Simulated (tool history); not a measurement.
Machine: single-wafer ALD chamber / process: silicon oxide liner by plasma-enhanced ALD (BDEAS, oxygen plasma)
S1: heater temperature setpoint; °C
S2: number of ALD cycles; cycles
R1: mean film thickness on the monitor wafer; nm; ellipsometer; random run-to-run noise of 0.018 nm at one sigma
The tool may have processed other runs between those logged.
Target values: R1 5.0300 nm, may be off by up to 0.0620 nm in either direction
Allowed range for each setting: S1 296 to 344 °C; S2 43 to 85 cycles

run	hour	S1	S2	R1
1	0.0	320	64	6.3373
2	5.7	320	72	7.1183
3	9.6	320	75	7.4409
4	16.6	322	69	6.8057
5	19.6	315	69	6.8494
6	21.7	321	69	6.8385
7	29.6	322	59	5.8313
8	38.5	323	57	5.6139
9	41.4	325	56	5.5381
10	45.4	326	55	5.4098
11	51.6	328	54	5.2893
12	54.3	330	54	5.3219
13	55.9	330	53	5.1581
14	60.0	331	53	5.1864
15	62.7	333	53	5.1693
16	67.8	334	53	5.1847

5 candidate next runs follow, results not yet known. Just one meets every target within its allowed miss. Identify it.
A	72.9	328	50	?
B	72.9	344	56	?
C	72.9	331	54	?
D	72.9	336	52	?
E	72.9	335	55	?

move	R1
A	4.9058
B	5.3822
C	5.2780
D	5.0499
E	5.3481
A: moves the result that the last run missed by most past its target, out the other side
B: lands further from the targets than the last run did
C: lands further from the targets than the last run did
D: all results in spec
E: lands further from the targets than the last run did
D meets every target.

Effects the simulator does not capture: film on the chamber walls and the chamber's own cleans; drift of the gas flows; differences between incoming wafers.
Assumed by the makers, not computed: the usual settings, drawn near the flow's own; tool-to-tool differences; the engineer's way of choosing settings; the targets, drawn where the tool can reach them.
